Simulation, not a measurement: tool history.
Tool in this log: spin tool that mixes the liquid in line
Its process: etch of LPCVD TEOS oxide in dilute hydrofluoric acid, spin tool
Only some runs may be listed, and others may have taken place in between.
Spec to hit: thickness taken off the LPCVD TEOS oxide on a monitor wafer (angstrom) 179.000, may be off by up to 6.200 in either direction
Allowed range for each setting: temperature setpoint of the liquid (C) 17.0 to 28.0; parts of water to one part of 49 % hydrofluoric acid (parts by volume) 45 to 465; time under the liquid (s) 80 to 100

| run | day | temperature setpoint of the liquid (C) | parts of water to one part of 49 % hydrofluoric acid (parts by volume) | time under the liquid (s) | thickness taken off the LPCVD TEOS oxide on a monitor wafer (angstrom) |
|---|---|---|---|---|---|
| 1 | 0.000 | 20.0 | 255 | 100 | 62.870 |
| 2 | 0.042 | 20.0 | 225 | 100 | 73.862 |
| 3 | 0.233 | 18.5 | 225 | 100 | 68.375 |
| 4 | 0.496 | 18.5 | 225 | 80 | 55.361 |
| 5 | 0.558 | 18.5 | 145 | 80 | 93.128 |
| 6 | 0.750 | 18.5 | 145 | 80 | 92.195 |
| 7 | 0.875 | 20.5 | 140 | 80 | 103.120 |
| 8 | 0.929 | 22.0 | 130 | 80 | 121.510 |
|  | 1.283 | thermometer replaced |
| 9 | 1.283 | 22.0 | 130 | 80 | 135.060 |
| 10 | 1.496 | 22.5 | 130 | 80 | 132.730 |
| 11 | 1.667 | 23.5 | 130 | 80 | 137.520 |
| 12 | 1.725 | 24.5 | 130 | 80 | 148.350 |
| 13 | 1.962 | 24.5 | 130 | 80 | 144.990 |
| 14 | 2.196 | 25.0 | 130 | 80 | 148.750 |
| 15 | 2.433 | 25.5 | 130 | 80 | 150.160 |
| 16 | 2.658 | 28.0 | 105 | 80 | 209.200 |
| 17 | 2.817 | 27.5 | 105 | 80 | 209.520 |
| 18 | 3.150 | 27.0 | 105 | 80 | 202.550 |
| 19 | 3.425 | 26.5 | 105 | 80 | 200.260 |
| 20 | 3.762 | 26.0 | 105 | 80 | 196.700 |
| 21 | 3.942 | 25.5 | 105 | 80 | 195.820 |
| 22 | 4.183 | 25.0 | 105 | 80 | 192.210 |
| 23 | 4.408 | 24.5 | 105 | 80 | 186.040 |

Of the 5 settings listed for the next run, only one would bring every result within its allowed miss of target. Which one?
| A | 4.633 | 24.5 | 115 | 100 | ? |
| B | 4.633 | 25.5 | 105 | 80 | ? |
| C | 4.633 | 25.5 | 145 | 100 | ? |
| D | 4.633 | 27.0 | 130 | 90 | ? |
| E | 4.633 | 24.5 | 105 | 85 | ? |

| move | thickness taken off the LPCVD TEOS oxide on a monitor wafer (angstrom) |
|---|---|
| A | 210.880 |
| B | 194.500 |
| C | 167.630 |
| D | 181.370 |
| E | 198.730 |
A: the biggest miss grows against the last run
B: the biggest miss grows against the last run
C: takes the biggest miss from the last run beyond its target
D: every result within its allowed miss
E: the biggest miss grows against the last run
The move that meets every target is D.
